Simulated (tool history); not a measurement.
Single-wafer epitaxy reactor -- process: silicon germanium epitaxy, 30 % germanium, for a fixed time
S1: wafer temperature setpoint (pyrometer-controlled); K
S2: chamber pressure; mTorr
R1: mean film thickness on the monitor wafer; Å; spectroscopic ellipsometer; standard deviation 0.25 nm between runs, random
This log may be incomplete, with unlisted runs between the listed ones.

run	hour	S1	S2	R1
1	0	868.15	16100	500.69
2	1.4	866.15	16100	479.06
3	4.9	866.15	18700	517.76
4	13.6	864.15	18700	494.39
5	20.9	863.15	18700	488.18
6	27.7	863.15	21200	520.89
7	33.6	863.15	21200	515.43
8	39.7	861.15	21200	498.17
9	40.7	860.15	21200	489.16
10	47.4	859.15	21200	479.01

What does the tool deliver on the next run?
11	52.7	858.15	21200	?

{"run 11": {"R1": 463.86}}
